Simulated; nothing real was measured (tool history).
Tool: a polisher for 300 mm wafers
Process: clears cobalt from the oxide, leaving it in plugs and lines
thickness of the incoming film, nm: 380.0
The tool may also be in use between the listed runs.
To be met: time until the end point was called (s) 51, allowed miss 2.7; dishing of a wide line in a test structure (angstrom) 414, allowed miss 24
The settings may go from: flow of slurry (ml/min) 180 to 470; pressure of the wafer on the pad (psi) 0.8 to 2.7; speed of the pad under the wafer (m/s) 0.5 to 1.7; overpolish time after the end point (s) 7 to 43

| run | hour | flow of slurry (ml/min) | pressure of the wafer on the pad (psi) | speed of the pad under the wafer (m/s) | overpolish time after the end point (s) | time until the end point was called (s) | dishing of a wide line in a test structure (angstrom) |
|---|---|---|---|---|---|---|---|
| 1 | 0 | 300 | 1.7 | 1.1 | 22 | 66.263 | 406.28 |
| 2 | 4.6 | 300 | 1.7 | 1.1 | 28 | 68.702 | 408.24 |
| 3 | 8.6 | 300 | 1.8 | 1.1 | 26 | 62.167 | 418.26 |
| 4 | 15.6 | 300 | 1.8 | 1.1 | 21 | 63.486 | 399.52 |
| 5 | 24.4 | 300 | 1.8 | 1.1 | 12 | 62.154 | 341.37 |
| 6 | 32.6 | 300 | 1.8 | 1.22 | 12 | 56.21 | 356.75 |
| 7 | 38.2 | 300 | 1.8 | 1.22 | 15 | 58.639 | 381.77 |
| 8 | 39.2 | 300 | 1.8 | 1.22 | 15 | 58.044 | 379.55 |
| 9 | 42.8 | 300 | 1.9 | 1.24 | 16 | 53.753 | 383.55 |

5 next moves are on the table. One of them brings every result within its allowed miss. Which?
| A | 46.4 | 285 | 1.9 | 1.16 | 14 | ? | ? |
| B | 46.4 | 230 | 2 | 1.2 | 11 | ? | ? |
| C | 46.4 | 345 | 1.7 | 1.22 | 15 | ? | ? |
| D | 46.4 | 375 | 1.9 | 1.28 | 21 | ? | ? |
| E | 46.4 | 260 | 2.3 | 1 | 24 | ? | ? |

| move | time until the end point was called (s) | dishing of a wide line in a test structure (angstrom) |
|---|---|---|
| A | 58.319 | 370.27 |
| B | 55.53 | 348.24 |
| C | 59.616 | 375.11 |
| D | 51.698 | 406.3 |
| E | 58.128 | 407.32 |
A: further off than the last run
B: further off than the last run
C: further off than the last run
D: meets every target
E: brings the result that was furthest off to its target, and leaves another outside
Move D is the one to make.
